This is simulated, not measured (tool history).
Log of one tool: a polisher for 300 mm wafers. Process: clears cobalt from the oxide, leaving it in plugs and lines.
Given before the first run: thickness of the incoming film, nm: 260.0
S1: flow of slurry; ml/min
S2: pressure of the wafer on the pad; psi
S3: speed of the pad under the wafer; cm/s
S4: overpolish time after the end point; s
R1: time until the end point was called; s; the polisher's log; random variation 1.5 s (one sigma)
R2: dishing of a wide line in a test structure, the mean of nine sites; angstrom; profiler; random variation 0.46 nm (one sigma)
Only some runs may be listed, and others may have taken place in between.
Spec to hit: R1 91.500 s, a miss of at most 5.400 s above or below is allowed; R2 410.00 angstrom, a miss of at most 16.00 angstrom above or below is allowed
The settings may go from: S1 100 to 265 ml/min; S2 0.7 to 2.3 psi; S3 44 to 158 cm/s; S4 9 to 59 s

run	hour	S1	S2	S3	S4	R1	R2
1	0.0	170	1.5	100	30	71.277	563.16
2	3.5	135	1.5	100	30	76.703	553.09
3	4.8	135	1.3	100	30	84.335	515.70
4	12.3	135	1.0	100	30	99.979	469.41
5	15.6	175	1.0	100	30	95.779	477.82
6	17.6	175	1.0	90	30	104.460	463.15
7	21.5	180	1.0	90	28	104.930	436.32
8	26.4	185	1.0	90	27	108.620	419.12
9	27.9	185	1.0	90	26	107.680	421.78
10	31.0	185	1.0	90	25	102.200	414.61
11	40.0	185	1.0	90	24	104.560	397.34
12	45.1	190	1.1	90	23	100.060	414.45
13	53.6	190	1.1	90	22	95.908	393.67

Of the 5 settings listed for the next run, only one would bring every result within its allowed miss of target. Which one?
A	62.1	195	1.1	96	22	?	?
B	62.1	205	1.2	104	23	?	?
C	62.1	165	1.0	132	21	?	?
D	62.1	190	1.2	106	23	?	?
E	62.1	185	1.2	102	24	?	?

move	R1	R2
A	89.792	403.64
B	78.888	452.91
C	76.285	436.07
D	78.565	454.04
E	81.298	456.60
A: hits every target within its allowed miss
B: moves the result that the last run missed by most past its target, out the other side
C: moves the result that the last run missed by most past its target, out the other side
D: moves the result that the last run missed by most past its target, out the other side
E: moves the result that the last run missed by most past its target, out the other side
Correct choice: A, which meets every target
